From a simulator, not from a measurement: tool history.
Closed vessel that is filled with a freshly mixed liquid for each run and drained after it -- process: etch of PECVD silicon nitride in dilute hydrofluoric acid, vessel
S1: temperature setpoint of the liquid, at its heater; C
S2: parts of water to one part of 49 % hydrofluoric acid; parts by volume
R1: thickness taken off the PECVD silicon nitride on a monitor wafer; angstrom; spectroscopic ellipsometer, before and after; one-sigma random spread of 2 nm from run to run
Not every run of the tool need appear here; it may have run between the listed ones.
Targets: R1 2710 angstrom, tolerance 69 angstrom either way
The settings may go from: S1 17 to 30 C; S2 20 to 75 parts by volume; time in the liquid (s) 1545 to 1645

{"run": 1, "hour": 0.0, "S1": 22, "S2": 45, "time in the liquid (s)": 1545, "R1": 869.5}
{"run": 2, "hour": 5.3, "S1": 19.5, "S2": 45, "time in the liquid (s)": 1545, "R1": 740.55}
{"run": 3, "hour": 13.6, "S1": 19.5, "S2": 45, "time in the liquid (s)": 1545, "R1": 736.13}
{"run": 4, "hour": 16.1, "S1": 22, "S2": 40, "time in the liquid (s)": 1560, "R1": 992.21}
{"run": 5, "hour": 21.9, "S1": 22, "S2": 40, "time in the liquid (s)": 1645, "R1": 1037.6}
{"run": 6, "hour": 27.1, "S1": 22, "S2": 40, "time in the liquid (s)": 1645, "R1": 1059.8}
{"run": 7, "hour": 31.2, "S1": 24, "S2": 35, "time in the liquid (s)": 1645, "R1": 1366.8}
{"run": 8, "hour": 37.5, "S1": 25.5, "S2": 30, "time in the liquid (s)": 1645, "R1": 1758.6}
{"run": 9, "hour": 42.5, "S1": 26.5, "S2": 30, "time in the liquid (s)": 1645, "R1": 1910.4}
{"run": 10, "hour": 48.7, "S1": 27.5, "S2": 30, "time in the liquid (s)": 1645, "R1": 2017.3}
{"run": 11, "hour": 55.1, "S1": 28, "S2": 30, "time in the liquid (s)": 1645, "R1": 2087.7}
{"run": 12, "hour": 60.7, "S1": 30, "S2": 25, "time in the liquid (s)": 1645, "R1": 2888}

Below are 5 possible settings for the next run. Only one of them brings all results inside the allowed miss of their targets. Which is it?
{"run": "A", "hour": 66.3, "S1": 28.5, "S2": 20, "time in the liquid (s)": 1580, "R1": "?"}
{"run": "B", "hour": 66.3, "S1": 28.5, "S2": 20, "time in the liquid (s)": 1635, "R1": "?"}
{"run": "C", "hour": 66.3, "S1": 29.5, "S2": 25, "time in the liquid (s)": 1605, "R1": "?"}
{"run": "D", "hour": 66.3, "S1": 29.5, "S2": 20, "time in the liquid (s)": 1550, "R1": "?"}
{"run": "E", "hour": 66.3, "S1": 28, "S2": 20, "time in the liquid (s)": 1550, "R1": "?"}

move=A R1=3054
move=B R1=3160.4
move=C R1=2677.8
move=D R1=3203.6
move=E R1=2896.9
A: further off than the last run
B: further off than the last run
C: each result inside its tolerance
D: further off than the last run
E: about the same distance from the targets as the last run
Answer: C

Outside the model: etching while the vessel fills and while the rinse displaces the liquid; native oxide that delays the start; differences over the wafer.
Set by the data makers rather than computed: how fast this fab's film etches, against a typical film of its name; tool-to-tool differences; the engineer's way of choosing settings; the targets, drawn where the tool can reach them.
